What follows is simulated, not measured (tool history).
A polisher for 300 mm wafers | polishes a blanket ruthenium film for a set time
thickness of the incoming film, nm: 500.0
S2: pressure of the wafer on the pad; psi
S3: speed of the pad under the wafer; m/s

run 1 hour=0.0 | flow_of_slurry_(ml/min)=125 S2=1.4 S3=0.92 polishing_time_(s)=45 | film_removed_(angstrom)=279.09
run 2 hour=7.7 | flow_of_slurry_(ml/min)=120 S2=1.4 S3=0.92 polishing_time_(s)=45 | film_removed_(angstrom)=274.12
run 3 hour=10.7 | flow_of_slurry_(ml/min)=120 S2=1.4 S3=0.92 polishing_time_(s)=45 | film_removed_(angstrom)=274.89
run 4 hour=13.1 | flow_of_slurry_(ml/min)=120 S2=1.4 S3=1.10 polishing_time_(s)=45 | film_removed_(angstrom)=322.32
run 5 hour=15.7 | flow_of_slurry_(ml/min)=130 S2=1.4 S3=1.10 polishing_time_(s)=45 | film_removed_(angstrom)=336.75
run 6 hour=17.6 | flow_of_slurry_(ml/min)=115 S2=1.4 S3=1.10 polishing_time_(s)=45 | film_removed_(angstrom)=320.94

The next listed run, before its measurement:
run 7 hour=24.8 | flow_of_slurry_(ml/min)=105 S2=1.3 S3=1.10 polishing_time_(s)=45 | film_removed_(angstrom)=?

Run 7 gave film removed (angstrom) 304.96.
